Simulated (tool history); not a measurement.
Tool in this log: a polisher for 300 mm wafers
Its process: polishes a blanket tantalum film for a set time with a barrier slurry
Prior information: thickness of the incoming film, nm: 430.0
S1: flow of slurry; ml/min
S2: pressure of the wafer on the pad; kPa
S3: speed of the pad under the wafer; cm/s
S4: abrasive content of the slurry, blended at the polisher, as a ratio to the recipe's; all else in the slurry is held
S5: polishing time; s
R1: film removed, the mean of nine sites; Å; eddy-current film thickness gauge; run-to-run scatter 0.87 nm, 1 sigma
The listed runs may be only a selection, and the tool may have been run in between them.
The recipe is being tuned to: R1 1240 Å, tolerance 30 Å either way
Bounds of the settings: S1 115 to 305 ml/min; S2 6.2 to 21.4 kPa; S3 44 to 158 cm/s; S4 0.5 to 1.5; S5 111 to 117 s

run,hour,S1,S2,S3,S4,S5,R1
1,0,195,13.8,100,1,111,1721.1
2,2.5,195,13.8,100,0.9,111,1658.5
3,4.5,155,13.8,100,0.9,111,1591
4,9.3,155,13.8,100,0.8,111,1547.3
5,12.3,155,12.4,100,0.8,111,1391.2
6,18.8,150,12.4,100,0.8,111,1387.7
7,24.7,145,12.4,100,0.8,111,1362.9
8,33.5,125,11,100,0.8,111,1193.9
9,34.1,130,11,100,0.8,111,1200.5

Consider the 5 candidate settings below. Which is the only one whose results all fall within their allowed miss of target?
A,34.7,120,11.7,112,0.5,117,?
B,34.7,130,10.3,96,0.95,114,?
C,34.7,145,10.3,94,1,111,?
D,34.7,135,11.7,88,0.85,111,?
E,34.7,145,10.3,104,0.7,111,?

move,R1
A,1236.1
B,1174.6
C,1161.9
D,1155.9
E,1145.4
A: meets every target
B: misses by more than the last run did
C: misses by more than the last run did
D: misses by more than the last run did
E: misses by more than the last run did
So the answer is move A, the one that meets all the targets.
